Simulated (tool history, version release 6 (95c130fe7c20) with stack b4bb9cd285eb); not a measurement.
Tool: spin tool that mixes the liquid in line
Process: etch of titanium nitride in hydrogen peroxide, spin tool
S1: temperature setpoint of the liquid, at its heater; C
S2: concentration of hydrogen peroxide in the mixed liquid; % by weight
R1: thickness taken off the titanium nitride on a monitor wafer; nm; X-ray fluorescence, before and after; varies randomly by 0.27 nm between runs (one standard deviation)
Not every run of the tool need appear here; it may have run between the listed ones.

Run 1, hour 0: S1 52 C, S2 16 % by weight, time under the liquid (s) 320. Result: R1 15.19 nm.
Run 2, hour 1.6: S1 53.5 C, S2 16 % by weight, time under the liquid (s) 320. Result: R1 16.679 nm.
Run 3, hour 9: S1 53.5 C, S2 16 % by weight, time under the liquid (s) 340. Result: R1 17.528 nm.
Run 4, hour 17.9: S1 55 C, S2 16 % by weight, time under the liquid (s) 340. Result: R1 19.746 nm.
Run 5, hour 26.7: S1 56 C, S2 16 % by weight, time under the liquid (s) 340. Result: R1 21.155 nm.
Run 6, hour 31.6: S1 57 C, S2 16 % by weight, time under the liquid (s) 340. Result: R1 22.237 nm.
Run 7, hour 40.2: S1 58 C, S2 16 % by weight, time under the liquid (s) 340. Result: R1 23.991 nm.
Run 8, hour 41.5: S1 58.5 C, S2 16 % by weight, time under the liquid (s) 340. Result: R1 24.564 nm.

Run 9, settings as shown, results not yet in. Your forecast:
Run 9, hour 42.7: S1 58.5 C, S2 16 % by weight, time under the liquid (s) 340. Result: R1 ?.

Run 9 measured R1 24.722 nm.

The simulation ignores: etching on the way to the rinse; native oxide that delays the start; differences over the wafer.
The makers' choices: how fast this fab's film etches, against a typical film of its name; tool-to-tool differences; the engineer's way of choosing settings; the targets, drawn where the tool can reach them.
